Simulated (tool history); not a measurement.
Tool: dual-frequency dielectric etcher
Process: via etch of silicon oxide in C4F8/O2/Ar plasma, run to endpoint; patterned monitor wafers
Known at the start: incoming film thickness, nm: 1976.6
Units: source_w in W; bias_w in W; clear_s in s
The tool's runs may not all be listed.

| run | hour | source_w | bias_w | clear_s |
|---|---|---|---|---|
| 1 | 0.0 | 2070 | 1575 | 464.78 |
| 2 | 7.2 | 2270 | 1605 | 442.39 |
| 3 | 13.5 | 1940 | 1605 | 476.57 |
| 4 | 15.1 | 2150 | 1634 | 450.96 |
| 5 | 18.6 | 2280 | 1651 | 440.68 |
| 6 | 24.9 | 2280 | 1404 | 462.39 |
| 7 | 27.7 | 2460 | 1427 | 446.53 |

The next listed run, before its measurement:
| 8 | 32.8 | 2590 | 1451 | ? |

{"run 8": {"clear_s": 426.81}}
